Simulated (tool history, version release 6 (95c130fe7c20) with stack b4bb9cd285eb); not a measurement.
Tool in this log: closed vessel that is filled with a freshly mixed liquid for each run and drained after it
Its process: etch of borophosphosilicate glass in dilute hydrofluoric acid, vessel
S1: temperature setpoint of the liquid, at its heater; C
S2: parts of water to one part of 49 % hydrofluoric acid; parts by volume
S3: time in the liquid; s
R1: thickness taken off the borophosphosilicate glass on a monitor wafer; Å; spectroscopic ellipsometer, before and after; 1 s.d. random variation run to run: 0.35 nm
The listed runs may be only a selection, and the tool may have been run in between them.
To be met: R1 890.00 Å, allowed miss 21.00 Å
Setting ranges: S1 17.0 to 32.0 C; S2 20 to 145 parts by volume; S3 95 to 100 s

{"run": 1, "hour": 0.0, "S1": 24.0, "S2": 80, "S3": 95, "R1": 314.23}
{"run": 2, "hour": 2.8, "S1": 24.0, "S2": 80, "S3": 95, "R1": 316.3}
{"run": 3, "hour": 6.8, "S1": 26.5, "S2": 80, "S3": 95, "R1": 347.28}
{"run": 4, "hour": 14.0, "S1": 26.5, "S2": 80, "S3": 95, "R1": 348.17}
{"hour": 21.6, "done": "hydrofluoric acid flow meter replaced"}
{"run": 5, "hour": 21.6, "S1": 27.5, "S2": 70, "S3": 95, "R1": 467.48}
{"run": 6, "hour": 22.2, "S1": 28.0, "S2": 65, "S3": 95, "R1": 514.0}
{"run": 7, "hour": 23.6, "S1": 28.5, "S2": 60, "S3": 95, "R1": 570.08}
{"run": 8, "hour": 27.9, "S1": 28.5, "S2": 60, "S3": 95, "R1": 571.2}
{"run": 9, "hour": 36.9, "S1": 29.0, "S2": 60, "S3": 95, "R1": 587.55}
{"run": 10, "hour": 39.9, "S1": 29.5, "S2": 60, "S3": 95, "R1": 592.93}
{"run": 11, "hour": 42.6, "S1": 29.5, "S2": 60, "S3": 95, "R1": 596.42}
{"run": 12, "hour": 49.6, "S1": 30.0, "S2": 55, "S3": 95, "R1": 666.71}
{"run": 13, "hour": 53.7, "S1": 30.5, "S2": 55, "S3": 95, "R1": 679.28}
{"run": 14, "hour": 61.3, "S1": 30.5, "S2": 55, "S3": 95, "R1": 676.79}
{"run": 15, "hour": 70.1, "S1": 31.5, "S2": 50, "S3": 95, "R1": 783.2}

Next run, 4 choices. One meets every target within its allowed miss, the rest don't. Which?
{"run": "A", "hour": 78.9, "S1": 31.5, "S2": 60, "S3": 95, "R1": "?"}
{"run": "B", "hour": 78.9, "S1": 31.0, "S2": 40, "S3": 95, "R1": "?"}
{"run": "C", "hour": 78.9, "S1": 30.5, "S2": 40, "S3": 95, "R1": "?"}
{"run": "D", "hour": 78.9, "S1": 32.0, "S2": 45, "S3": 95, "R1": "?"}

move=A R1=647.07
move=B R1=982.57
move=C R1=963.41
move=D R1=900.90
A: misses by more than the last run did
B: takes the biggest miss from the last run beyond its target
C: takes the biggest miss from the last run beyond its target
D: every result within its allowed miss
So the answer is move D, the one that meets all the targets.
